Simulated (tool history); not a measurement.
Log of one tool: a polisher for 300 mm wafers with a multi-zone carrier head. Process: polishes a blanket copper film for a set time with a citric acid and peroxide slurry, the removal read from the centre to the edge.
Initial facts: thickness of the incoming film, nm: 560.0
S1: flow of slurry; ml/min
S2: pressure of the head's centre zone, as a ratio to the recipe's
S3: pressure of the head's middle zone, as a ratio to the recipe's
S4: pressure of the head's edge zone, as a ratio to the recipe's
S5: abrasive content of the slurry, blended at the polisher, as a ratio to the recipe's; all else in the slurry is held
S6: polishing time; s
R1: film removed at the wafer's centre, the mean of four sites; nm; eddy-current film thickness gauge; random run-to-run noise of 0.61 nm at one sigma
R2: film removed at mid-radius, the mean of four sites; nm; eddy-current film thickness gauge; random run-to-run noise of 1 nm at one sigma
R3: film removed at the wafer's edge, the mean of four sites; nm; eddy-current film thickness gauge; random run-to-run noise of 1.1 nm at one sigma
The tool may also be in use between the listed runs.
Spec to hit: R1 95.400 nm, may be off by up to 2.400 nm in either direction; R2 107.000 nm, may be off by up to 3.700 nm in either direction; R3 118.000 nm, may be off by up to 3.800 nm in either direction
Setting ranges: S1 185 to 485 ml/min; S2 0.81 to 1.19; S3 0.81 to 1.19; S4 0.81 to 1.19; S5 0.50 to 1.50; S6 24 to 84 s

| run | hour | S1 | S2 | S3 | S4 | S5 | S6 | R1 | R2 | R3 |
|---|---|---|---|---|---|---|---|---|---|---|
| 1 | 0.0 | 310 | 1.00 | 1.00 | 1.00 | 1.00 | 54 | 90.063 | 93.755 | 98.945 |
| 2 | 7.2 | 310 | 1.00 | 1.00 | 1.00 | 0.90 | 54 | 88.914 | 90.998 | 95.319 |
| 3 | 9.6 | 310 | 1.00 | 1.00 | 1.00 | 0.90 | 42 | 69.254 | 70.773 | 75.198 |
| 4 | 16.8 | 310 | 0.97 | 1.00 | 1.00 | 0.90 | 42 | 67.211 | 70.663 | 74.531 |
| 5 | 22.2 | 260 | 0.97 | 1.00 | 1.00 | 0.90 | 42 | 66.392 | 70.673 | 72.839 |
| 6 | 29.7 | 280 | 0.98 | 1.02 | 1.03 | 1.00 | 43 | 70.807 | 75.260 | 78.006 |
| 7 | 32.7 | 300 | 0.98 | 1.03 | 1.05 | 1.05 | 44 | 73.148 | 76.600 | 83.286 |
| 8 | 37.2 | 300 | 0.98 | 1.05 | 1.06 | 1.10 | 45 | 75.640 | 82.109 | 84.617 |
| 9 | 37.8 | 315 | 0.98 | 1.06 | 1.08 | 1.15 | 46 | 77.901 | 85.651 | 89.423 |
| 10 | 39.9 | 330 | 0.98 | 1.07 | 1.10 | 1.20 | 47 | 82.238 | 88.632 | 93.560 |
| 11 | 45.5 | 340 | 0.97 | 1.07 | 1.11 | 1.25 | 48 | 83.009 | 93.321 | 96.642 |
| 12 | 49.4 | 315 | 0.96 | 0.99 | 1.19 | 1.50 | 56 | 98.624 | 102.430 | 120.960 |

Of the 5 settings listed for the next run, only one would bring every result within its allowed miss of target. Which one?
| A | 53.3 | 305 | 0.93 | 1.02 | 1.16 | 1.50 | 56 | ? | ? | ? |
| B | 53.3 | 275 | 1.02 | 0.96 | 1.18 | 1.50 | 57 | ? | ? | ? |
| C | 53.3 | 300 | 1.01 | 1.06 | 1.12 | 1.50 | 58 | ? | ? | ? |
| D | 53.3 | 320 | 0.96 | 0.95 | 1.19 | 1.50 | 59 | ? | ? | ? |
| E | 53.3 | 315 | 0.99 | 0.96 | 1.19 | 1.50 | 56 | ? | ? | ? |

| move | R1 | R2 | R3 |
|---|---|---|---|
| A | 95.067 | 105.850 | 116.170 |
| B | 104.020 | 101.130 | 118.300 |
| C | 106.120 | 113.030 | 118.020 |
| D | 103.660 | 105.540 | 124.570 |
| E | 101.070 | 100.880 | 118.080 |
A: all results in spec
B: lands further from the targets than the last run did
C: lands further from the targets than the last run did
D: lands further from the targets than the last run did
E: lands further from the targets than the last run did
A is the move that brings every result within its allowed miss.
